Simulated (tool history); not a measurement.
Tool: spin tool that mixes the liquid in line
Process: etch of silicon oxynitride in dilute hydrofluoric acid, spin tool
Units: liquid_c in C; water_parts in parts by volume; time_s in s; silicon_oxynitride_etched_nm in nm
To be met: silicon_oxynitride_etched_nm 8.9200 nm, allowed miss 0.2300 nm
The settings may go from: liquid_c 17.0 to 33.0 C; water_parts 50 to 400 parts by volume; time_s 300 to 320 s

| run | hour | liquid_c | water_parts | time_s | silicon_oxynitride_etched_nm |
|---|---|---|---|---|---|
| 1 | 0.0 | 25.0 | 225 | 300 | 6.0073 |
| 2 | 3.6 | 22.5 | 225 | 300 | 5.4604 |
| 3 | 8.2 | 23.5 | 225 | 300 | 5.6225 |
| 4 | 16.2 | 20.0 | 225 | 300 | 4.7289 |
| 5 | 19.9 | 21.0 | 225 | 300 | 4.9869 |
| 6 | 28.7 | 21.0 | 285 | 300 | 3.8193 |
| 7 | 29.6 | 22.0 | 280 | 300 | 4.0941 |
| 8 | 37.2 | 23.0 | 275 | 300 | 4.3461 |
| 9 | 41.2 | 24.0 | 270 | 300 | 4.6467 |
| 10 | 44.7 | 25.0 | 265 | 300 | 4.9730 |
| 11 | 45.7 | 26.0 | 260 | 300 | 5.2765 |
| 12 | 54.3 | 26.5 | 255 | 300 | 5.5350 |
| 13 | 57.1 | 27.0 | 250 | 300 | 5.7673 |
| 14 | 64.3 | 27.5 | 245 | 300 | 6.0201 |
| 15 | 69.1 | 28.0 | 240 | 300 | 6.3589 |
| 16 | 74.8 | 28.5 | 235 | 300 | 6.6058 |
| 17 | 79.7 | 29.0 | 230 | 300 | 6.9087 |

Which of these 4 next moves meets every target?
| A | 84.6 | 29.5 | 285 | 320 | ? |
| B | 84.6 | 27.0 | 155 | 320 | ? |
| C | 84.6 | 28.5 | 200 | 310 | ? |
| D | 84.6 | 29.0 | 195 | 320 | ? |

| move | silicon_oxynitride_etched_nm |
|---|---|
| A | 5.8077 |
| B | 10.7140 |
| C | 8.2583 |
| D | 8.9701 |
A: further off than the last run
B: takes the result that was furthest off past its target
C: nearer than the last run, and not there yet
D: meets every target
The right move is D.

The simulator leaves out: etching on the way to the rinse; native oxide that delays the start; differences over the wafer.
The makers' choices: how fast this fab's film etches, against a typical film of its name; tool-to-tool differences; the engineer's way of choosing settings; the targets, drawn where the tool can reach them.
